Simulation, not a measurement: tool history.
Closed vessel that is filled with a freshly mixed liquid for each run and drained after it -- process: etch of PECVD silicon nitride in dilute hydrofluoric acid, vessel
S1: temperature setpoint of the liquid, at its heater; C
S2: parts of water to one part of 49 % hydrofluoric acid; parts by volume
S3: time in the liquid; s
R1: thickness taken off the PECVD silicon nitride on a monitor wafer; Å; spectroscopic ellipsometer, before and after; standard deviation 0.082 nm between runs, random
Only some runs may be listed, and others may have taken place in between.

run 1 day=0.000 | S1=24.0 S2=95 S3=430 | R1=77.137
run 2 day=0.321 | S1=24.5 S2=95 S3=430 | R1=78.579
run 3 day=0.621 | S1=21.5 S2=95 S3=430 | R1=64.751
run 4 day=0.700 | S1=22.5 S2=95 S3=430 | R1=70.402
run 5 day=1.042 | S1=23.5 S2=95 S3=430 | R1=75.841
-- day=1.146 hydrofluoric acid flow meter replaced
run 6 day=1.146 | S1=20.5 S2=95 S3=430 | R1=58.460
run 7 day=1.458 | S1=21.5 S2=95 S3=430 | R1=62.094
run 8 day=1.692 | S1=22.5 S2=95 S3=430 | R1=67.820
run 9 day=1.767 | S1=23.0 S2=95 S3=430 | R1=69.425
run 10 day=2.067 | S1=23.5 S2=95 S3=430 | R1=71.907
run 11 day=2.267 | S1=24.0 S2=95 S3=430 | R1=73.447

Forecast run 12:
run 12 day=2.408 | S1=24.5 S2=95 S3=430 | R1=?

R1: 77.835 Å
